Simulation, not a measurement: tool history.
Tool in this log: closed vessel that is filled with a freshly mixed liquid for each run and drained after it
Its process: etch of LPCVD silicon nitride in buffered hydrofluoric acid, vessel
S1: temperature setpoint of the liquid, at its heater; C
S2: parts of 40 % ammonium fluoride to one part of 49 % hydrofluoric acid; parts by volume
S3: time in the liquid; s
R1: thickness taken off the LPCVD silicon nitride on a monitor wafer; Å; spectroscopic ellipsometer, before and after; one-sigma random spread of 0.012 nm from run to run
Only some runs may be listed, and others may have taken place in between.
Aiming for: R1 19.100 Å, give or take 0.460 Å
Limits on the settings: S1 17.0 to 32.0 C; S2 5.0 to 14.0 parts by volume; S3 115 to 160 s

run 1 hour=0.0 | S1=24.0 S2=8.5 S3=160 | R1=22.624
run 2 hour=4.2 | S1=25.5 S2=8.5 S3=160 | R1=24.650
run 3 hour=5.8 | S1=25.5 S2=6.0 S3=160 | R1=34.521
run 4 hour=10.6 | S1=25.5 S2=8.5 S3=160 | R1=24.189
run 5 hour=13.7 | S1=24.5 S2=8.5 S3=160 | R1=23.096
run 6 hour=15.8 | S1=24.0 S2=8.5 S3=160 | R1=22.605
run 7 hour=24.2 | S1=24.0 S2=8.5 S3=160 | R1=22.580
run 8 hour=29.1 | S1=23.5 S2=8.5 S3=160 | R1=22.361
-- hour=36.6 hydrofluoric acid flow meter replaced
run 9 hour=36.6 | S1=23.5 S2=8.5 S3=160 | R1=24.242
run 10 hour=44.0 | S1=23.5 S2=9.0 S3=160 | R1=22.802
run 11 hour=44.9 | S1=23.0 S2=9.5 S3=160 | R1=21.404
run 12 hour=52.1 | S1=22.5 S2=9.5 S3=160 | R1=20.921

Exactly one of the 4 candidate moves below puts every result within its allowed miss. Which one?
run A hour=59.3 | S1=22.5 S2=8.0 S3=160 | R1=?
run B hour=59.3 | S1=22.5 S2=6.0 S3=115 | R1=?
run C hour=59.3 | S1=21.0 S2=9.0 S3=155 | R1=?
run D hour=59.3 | S1=18.0 S2=6.5 S3=160 | R1=?

move=A R1=24.565
move=B R1=23.312
move=C R1=19.275
move=D R1=23.542
A: the biggest miss grows against the last run
B: the biggest miss grows against the last run
C: in spec on every target
D: the biggest miss grows against the last run
Answer: C
